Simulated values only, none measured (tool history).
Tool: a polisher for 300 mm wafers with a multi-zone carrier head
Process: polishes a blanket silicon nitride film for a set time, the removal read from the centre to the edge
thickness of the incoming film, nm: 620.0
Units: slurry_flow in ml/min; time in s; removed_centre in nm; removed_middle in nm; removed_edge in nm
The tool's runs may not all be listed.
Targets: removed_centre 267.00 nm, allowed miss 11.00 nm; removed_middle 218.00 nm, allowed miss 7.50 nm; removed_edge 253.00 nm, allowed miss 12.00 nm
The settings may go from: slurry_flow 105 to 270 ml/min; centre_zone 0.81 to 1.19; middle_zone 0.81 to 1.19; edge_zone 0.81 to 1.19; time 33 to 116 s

run    day  slurry_flow  centre_zone  middle_zone  edge_zone  time  removed_centre  removed_middle  removed_edge
  1  0.000          175         1.00         1.00       1.00    74          196.07          204.24        195.97
  2  0.279          205         1.00         1.00       1.00    74          204.06          207.39        206.82
  3  0.358          220         1.04         0.99       1.03    75          213.81          209.32        211.70
  4  0.512          220         1.04         0.99       1.03    86          245.35          242.61        247.78
  5  0.688          225         1.06         0.95       1.03    86          248.35          236.04        242.02
  6  0.925          225         1.00         0.95       1.03    86          237.88          230.91        245.74
  7  1.121          235         1.02         0.92       1.04    87          248.31          231.23        248.96
  8  1.392          240         1.03         0.89       1.05    87          250.41          227.83        252.55
  9  1.625          245         1.05         0.87       1.05    87          256.01          223.69        255.31

4 next moves are on the table. One of them brings every result within its allowed miss. Which?
  A  1.858          265         1.12         0.86       1.07    86               ?               ?             ?
  B  1.858          260         1.00         0.81       1.10    87               ?               ?             ?
  C  1.858          260         0.97         0.86       1.08    89               ?               ?             ?
  D  1.858          225         0.97         0.84       1.02    90               ?               ?             ?

move  removed_centre  removed_middle  removed_edge
   A          265.20          220.81        252.81
   B          243.98          212.76        259.08
   C          243.64          228.17        262.42
   D          241.57          222.55        254.64
A: meets every target
B: further off than the last run
C: further off than the last run
D: further off than the last run
Answer: A
